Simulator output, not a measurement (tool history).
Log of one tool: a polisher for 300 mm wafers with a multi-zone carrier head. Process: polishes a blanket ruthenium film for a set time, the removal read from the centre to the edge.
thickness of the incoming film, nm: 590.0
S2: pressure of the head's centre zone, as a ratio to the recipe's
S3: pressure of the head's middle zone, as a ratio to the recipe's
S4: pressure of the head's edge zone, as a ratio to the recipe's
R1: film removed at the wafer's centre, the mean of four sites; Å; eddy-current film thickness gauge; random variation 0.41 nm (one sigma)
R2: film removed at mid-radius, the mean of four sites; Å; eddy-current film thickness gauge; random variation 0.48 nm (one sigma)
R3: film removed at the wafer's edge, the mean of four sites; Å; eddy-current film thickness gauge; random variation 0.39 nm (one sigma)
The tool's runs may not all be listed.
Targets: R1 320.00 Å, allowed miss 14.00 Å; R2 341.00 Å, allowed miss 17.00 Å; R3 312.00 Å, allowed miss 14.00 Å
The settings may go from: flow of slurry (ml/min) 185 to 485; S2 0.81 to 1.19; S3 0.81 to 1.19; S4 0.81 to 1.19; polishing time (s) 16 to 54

{"run": 1, "day": 0.0, "flow of slurry (ml/min)": 310, "S2": 1.0, "S3": 1.0, "S4": 1.0, "polishing time (s)": 35, "R1": 509.93, "R2": 508.88, "R3": 476.57}
{"run": 2, "day": 0.312, "flow of slurry (ml/min)": 310, "S2": 1.0, "S3": 1.06, "S4": 1.0, "polishing time (s)": 35, "R1": 498.38, "R2": 524.88, "R3": 479.41}
{"run": 3, "day": 0.346, "flow of slurry (ml/min)": 310, "S2": 0.99, "S3": 1.05, "S4": 0.99, "polishing time (s)": 33, "R1": 462.51, "R2": 483.2, "R3": 451.82}
{"run": 4, "day": 0.483, "flow of slurry (ml/min)": 310, "S2": 0.99, "S3": 1.06, "S4": 0.97, "polishing time (s)": 31, "R1": 447.12, "R2": 480.23, "R3": 414.14}
{"day": 0.821, "done": "edge zone pressure recalibrated"}
{"run": 5, "day": 0.821, "flow of slurry (ml/min)": 310, "S2": 0.99, "S3": 1.06, "S4": 1.04, "polishing time (s)": 31, "R1": 440.82, "R2": 455.12, "R3": 442.39}
{"run": 6, "day": 0.892, "flow of slurry (ml/min)": 310, "S2": 0.99, "S3": 1.06, "S4": 1.01, "polishing time (s)": 31, "R1": 440.18, "R2": 470.67, "R3": 430.5}
{"run": 7, "day": 0.946, "flow of slurry (ml/min)": 310, "S2": 0.98, "S3": 1.04, "S4": 1.0, "polishing time (s)": 29, "R1": 410.81, "R2": 429.88, "R3": 409.6}
{"run": 8, "day": 1.292, "flow of slurry (ml/min)": 310, "S2": 0.97, "S3": 1.03, "S4": 0.98, "polishing time (s)": 28, "R1": 379.44, "R2": 406.06, "R3": 386.65}
{"run": 9, "day": 1.575, "flow of slurry (ml/min)": 310, "S2": 0.97, "S3": 1.02, "S4": 0.96, "polishing time (s)": 27, "R1": 382.92, "R2": 390.49, "R3": 371.76}
{"run": 10, "day": 1.817, "flow of slurry (ml/min)": 310, "S2": 0.96, "S3": 1.02, "S4": 0.94, "polishing time (s)": 26, "R1": 357.59, "R2": 375.48, "R3": 344.12}
{"run": 11, "day": 2.171, "flow of slurry (ml/min)": 310, "S2": 0.95, "S3": 1.01, "S4": 0.93, "polishing time (s)": 26, "R1": 355.32, "R2": 377.09, "R3": 353.0}
{"run": 12, "day": 2.512, "flow of slurry (ml/min)": 310, "S2": 0.95, "S3": 1.0, "S4": 0.92, "polishing time (s)": 26, "R1": 357.52, "R2": 368.37, "R3": 358.21}
{"run": 13, "day": 2.879, "flow of slurry (ml/min)": 310, "S2": 0.95, "S3": 1.0, "S4": 0.91, "polishing time (s)": 25, "R1": 342.24, "R2": 359.5, "R3": 335.02}

Which of these 5 next moves meets every target?
{"run": "A", "day": 3.246, "flow of slurry (ml/min)": 455, "S2": 0.81, "S3": 0.89, "S4": 1.07, "polishing time (s)": 24, "R1": "?", "R2": "?", "R3": "?"}
{"run": "B", "day": 3.246, "flow of slurry (ml/min)": 300, "S2": 1.03, "S3": 0.86, "S4": 0.99, "polishing time (s)": 27, "R1": "?", "R2": "?", "R3": "?"}
{"run": "C", "day": 3.246, "flow of slurry (ml/min)": 330, "S2": 1.01, "S3": 1.0, "S4": 1.03, "polishing time (s)": 26, "R1": "?", "R2": "?", "R3": "?"}
{"run": "D", "day": 3.246, "flow of slurry (ml/min)": 285, "S2": 0.94, "S3": 0.99, "S4": 0.87, "polishing time (s)": 24, "R1": "?", "R2": "?", "R3": "?"}
{"run": "E", "day": 3.246, "flow of slurry (ml/min)": 300, "S2": 1.04, "S3": 0.93, "S4": 0.92, "polishing time (s)": 25, "R1": "?", "R2": "?", "R3": "?"}

move=A R1=302.77 R2=327.55 R3=356.08
move=B R1=398.55 R2=348.22 R3=375.60
move=C R1=381.79 R2=372.33 R3=370.81
move=D R1=326.83 R2=336.64 R3=312.65
move=E R1=372.14 R2=338.57 R3=335.70
A: further off than the last run
B: further off than the last run
C: further off than the last run
D: meets every target
E: further off than the last run
Answer: D
